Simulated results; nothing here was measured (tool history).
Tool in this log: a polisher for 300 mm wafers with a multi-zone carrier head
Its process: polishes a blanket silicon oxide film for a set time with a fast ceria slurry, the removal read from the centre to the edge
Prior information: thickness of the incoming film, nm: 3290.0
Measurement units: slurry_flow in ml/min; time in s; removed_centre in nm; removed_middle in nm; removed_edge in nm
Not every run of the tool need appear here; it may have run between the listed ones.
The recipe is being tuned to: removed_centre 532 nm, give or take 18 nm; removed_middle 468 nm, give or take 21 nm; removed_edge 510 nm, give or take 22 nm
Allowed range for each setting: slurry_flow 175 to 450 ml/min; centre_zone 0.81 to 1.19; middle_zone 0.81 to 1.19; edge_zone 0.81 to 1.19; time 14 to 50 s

run 1 hour=0 | slurry_flow=290 centre_zone=1 middle_zone=1 edge_zone=1 time=32 | removed_centre=539.8 removed_middle=554.16 removed_edge=522.35
run 2 hour=2.7 | slurry_flow=360 centre_zone=1 middle_zone=1 edge_zone=1 time=32 | removed_centre=553.84 removed_middle=571.93 removed_edge=533.41
run 3 hour=7.3 | slurry_flow=355 centre_zone=1 middle_zone=0.97 edge_zone=1 time=32 | removed_centre=560.9 removed_middle=553.52 removed_edge=536.84
run 4 hour=11.8 | slurry_flow=290 centre_zone=1 middle_zone=0.97 edge_zone=1 time=32 | removed_centre=536.2 removed_middle=544.67 removed_edge=523.64
run 5 hour=12.6 | slurry_flow=290 centre_zone=1 middle_zone=0.97 edge_zone=0.93 time=32 | removed_centre=540.39 removed_middle=535.68 removed_edge=501.09
-- hour=13.3 edge zone pressure recalibrated
run 6 hour=13.3 | slurry_flow=290 centre_zone=1.08 middle_zone=0.97 edge_zone=0.93 time=32 | removed_centre=582.16 removed_middle=553.37 removed_edge=529.57
run 7 hour=17.2 | slurry_flow=285 centre_zone=1.07 middle_zone=0.95 edge_zone=0.94 time=32 | removed_centre=570.6 removed_middle=541.18 removed_edge=530.15
run 8 hour=25.8 | slurry_flow=285 centre_zone=1.07 middle_zone=0.95 edge_zone=0.94 time=32 | removed_centre=582.93 removed_middle=534.61 removed_edge=522.1

5 next moves are on the table. One of them brings every result within its allowed miss. Which?
run A hour=34.4 | slurry_flow=265 centre_zone=1.1 middle_zone=0.87 edge_zone=0.96 time=27 | removed_centre=? removed_middle=? removed_edge=?
run B hour=34.4 | slurry_flow=245 centre_zone=1.07 middle_zone=0.83 edge_zone=1.07 time=27 | removed_centre=? removed_middle=? removed_edge=?
run C hour=34.4 | slurry_flow=205 centre_zone=1.06 middle_zone=0.84 edge_zone=0.97 time=31 | removed_centre=? removed_middle=? removed_edge=?
run D hour=34.4 | slurry_flow=175 centre_zone=1.15 middle_zone=0.88 edge_zone=1.07 time=27 | removed_centre=? removed_middle=? removed_edge=?
run E hour=34.4 | slurry_flow=340 centre_zone=1.01 middle_zone=0.95 edge_zone=0.99 time=28 | removed_centre=? removed_middle=? removed_edge=?

move=A removed_centre=499.44 removed_middle=430 removed_edge=449.95
move=B removed_centre=482.12 removed_middle=415.54 removed_edge=470.35
move=C removed_centre=536.2 removed_middle=470.42 removed_edge=507.9
move=D removed_centre=492.58 removed_middle=411.41 removed_edge=455.61
move=E removed_centre=490.53 removed_middle=479.84 removed_edge=481.21
A: the result that was furthest off in the last run now lies on the other side of its target
B: the result that was furthest off in the last run now lies on the other side of its target
C: hits every target within its allowed miss
D: the result that was furthest off in the last run now lies on the other side of its target
E: brings the result that was furthest off to its target, and leaves another outside
The right move is C.
